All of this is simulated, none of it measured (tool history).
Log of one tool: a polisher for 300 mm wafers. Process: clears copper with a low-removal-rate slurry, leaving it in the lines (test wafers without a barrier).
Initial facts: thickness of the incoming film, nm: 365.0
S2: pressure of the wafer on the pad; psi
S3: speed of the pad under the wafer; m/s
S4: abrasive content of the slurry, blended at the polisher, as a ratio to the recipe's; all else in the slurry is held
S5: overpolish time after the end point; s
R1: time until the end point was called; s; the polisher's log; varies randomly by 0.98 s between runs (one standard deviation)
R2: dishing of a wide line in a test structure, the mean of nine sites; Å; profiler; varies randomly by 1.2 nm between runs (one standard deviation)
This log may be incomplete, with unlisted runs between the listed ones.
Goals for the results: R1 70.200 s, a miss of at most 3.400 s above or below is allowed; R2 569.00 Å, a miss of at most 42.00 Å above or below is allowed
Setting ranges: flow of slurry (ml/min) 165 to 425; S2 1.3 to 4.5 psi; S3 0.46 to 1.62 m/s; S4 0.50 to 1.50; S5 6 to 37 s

{"run": 1, "hour": 0.0, "flow of slurry (ml/min)": 275, "S2": 2.9, "S3": 1.04, "S4": 1.0, "S5": 19, "R1": 113.22, "R2": 384.91}
{"run": 2, "hour": 5.8, "flow of slurry (ml/min)": 275, "S2": 3.5, "S3": 1.04, "S4": 1.0, "S5": 19, "R1": 94.555, "R2": 440.84}
{"run": 3, "hour": 12.3, "flow of slurry (ml/min)": 275, "S2": 4.0, "S3": 1.04, "S4": 1.0, "S5": 19, "R1": 83.882, "R2": 483.76}
{"run": 4, "hour": 18.7, "flow of slurry (ml/min)": 275, "S2": 4.1, "S3": 1.04, "S4": 1.0, "S5": 19, "R1": 82.128, "R2": 508.84}
{"run": 5, "hour": 23.8, "flow of slurry (ml/min)": 275, "S2": 3.5, "S3": 1.04, "S4": 1.0, "S5": 19, "R1": 96.214, "R2": 448.13}
{"run": 6, "hour": 25.4, "flow of slurry (ml/min)": 275, "S2": 3.5, "S3": 1.04, "S4": 0.9, "S5": 19, "R1": 101.0, "R2": 445.41}
{"run": 7, "hour": 30.0, "flow of slurry (ml/min)": 275, "S2": 3.7, "S3": 1.06, "S4": 0.9, "S5": 19, "R1": 91.069, "R2": 458.82}
{"run": 8, "hour": 36.2, "flow of slurry (ml/min)": 275, "S2": 3.8, "S3": 1.06, "S4": 0.9, "S5": 19, "R1": 89.806, "R2": 477.01}
{"run": 9, "hour": 37.2, "flow of slurry (ml/min)": 275, "S2": 3.9, "S3": 1.06, "S4": 0.9, "S5": 19, "R1": 88.697, "R2": 481.47}

Next run, 4 choices. One meets every target within its allowed miss, the rest don't. Which?
{"run": "A", "hour": 38.2, "flow of slurry (ml/min)": 215, "S2": 4.5, "S3": 1.3, "S4": 0.9, "S5": 12, "R1": "?", "R2": "?"}
{"run": "B", "hour": 38.2, "flow of slurry (ml/min)": 355, "S2": 4.2, "S3": 1.24, "S4": 0.9, "S5": 19, "R1": "?", "R2": "?"}
{"run": "C", "hour": 38.2, "flow of slurry (ml/min)": 250, "S2": 3.5, "S3": 0.86, "S4": 0.9, "S5": 24, "R1": "?", "R2": "?"}
{"run": "D", "hour": 38.2, "flow of slurry (ml/min)": 245, "S2": 3.4, "S3": 0.82, "S4": 0.85, "S5": 29, "R1": "?", "R2": "?"}

move=A R1=66.610 R2=421.25
move=B R1=70.836 R2=567.91
move=C R1=112.110 R2=476.24
move=D R1=120.600 R2=518.21
A: the result that was furthest off in the last run now lies on the other side of its target
B: meets every target
C: its largest miss is bigger than the last run's
D: its largest miss is bigger than the last run's
Go with B: it meets all targets.
